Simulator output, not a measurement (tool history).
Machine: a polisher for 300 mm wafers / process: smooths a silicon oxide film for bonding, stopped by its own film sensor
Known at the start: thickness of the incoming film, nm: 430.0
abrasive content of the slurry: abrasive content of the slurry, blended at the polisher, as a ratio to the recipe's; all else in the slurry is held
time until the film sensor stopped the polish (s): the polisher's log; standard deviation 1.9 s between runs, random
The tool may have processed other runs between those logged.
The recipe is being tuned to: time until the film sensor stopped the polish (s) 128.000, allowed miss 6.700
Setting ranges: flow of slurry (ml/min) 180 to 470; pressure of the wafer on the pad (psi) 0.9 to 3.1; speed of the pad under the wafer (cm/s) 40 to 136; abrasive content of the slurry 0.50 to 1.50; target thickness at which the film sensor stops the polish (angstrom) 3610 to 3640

run  hour  flow of slurry (ml/min)  pressure of the wafer on the pad (psi)  speed of the pad under the wafer (cm/s)  abrasive content of the slurry  target thickness at which the film sensor stops the polish (angstrom)  time until the film sensor stopped the polish (s)
  1   0.0                      300                                     2.0                                       88                            1.00                                                                   3640                                             80.078
  2   3.2                      300                                     1.9                                       88                            1.00                                                                   3640                                             86.754
  3  10.5                      300                                     1.8                                       88                            1.00                                                                   3640                                             88.972
  4  16.8                      300                                     1.7                                       88                            1.00                                                                   3640                                             93.056
  5  22.2                      300                                     1.7                                       80                            1.00                                                                   3640                                            102.430
  6  27.9                      300                                     1.7                                       80                            1.20                                                                   3640                                             92.827
  7  33.7                      300                                     1.7                                       80                            1.20                                                                   3640                                             92.677
  8  42.0                      300                                     1.6                                       80                            1.20                                                                   3640                                             98.923

Of the 4 settings listed for the next run, only one would bring every result within its allowed miss of target. Which one?
  A  50.3                      335                                     1.4                                       82                            1.30                                                                   3610                                                  ?
  B  50.3                      230                                     2.1                                       84                            1.10                                                                   3610                                                  ?
  C  50.3                      320                                     1.4                                       68                            1.25                                                                   3610                                                  ?
  D  50.3                      325                                     1.7                                       66                            1.40                                                                   3610                                                  ?

move  time until the film sensor stopped the polish (s)
   A                                            106.210
   B                                             80.966
   C                                            125.830
   D                                            103.750
A: closer than the last run, but not yet in spec
B: lands further from the targets than the last run did
C: meets every target
D: closer than the last run, but not yet in spec
Correct choice: C, which meets every target
